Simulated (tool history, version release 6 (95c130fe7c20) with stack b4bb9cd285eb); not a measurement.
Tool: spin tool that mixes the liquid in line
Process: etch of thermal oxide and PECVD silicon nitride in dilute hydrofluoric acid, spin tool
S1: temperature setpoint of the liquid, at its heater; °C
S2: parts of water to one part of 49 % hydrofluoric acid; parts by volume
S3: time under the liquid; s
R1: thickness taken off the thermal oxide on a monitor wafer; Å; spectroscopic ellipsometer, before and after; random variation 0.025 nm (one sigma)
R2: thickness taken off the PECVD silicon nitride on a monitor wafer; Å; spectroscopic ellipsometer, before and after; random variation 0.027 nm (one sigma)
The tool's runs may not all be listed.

run	hour	S1	S2	S3	R1	R2
1	0.0	26.0	85	130	70.524	27.651
2	6.8	25.5	85	130	68.816	26.854
3	14.3	27.0	85	130	73.442	29.660
4	20.8	27.0	85	105	59.010	23.825
5	24.9	26.5	85	105	57.920	23.382
6	26.1	26.5	85	75	41.213	16.377

The next listed run, before its measurement:
7	26.7	27.0	80	75	?	?

Run 7 gave R1 45.227 Å, R2 17.869 Å.
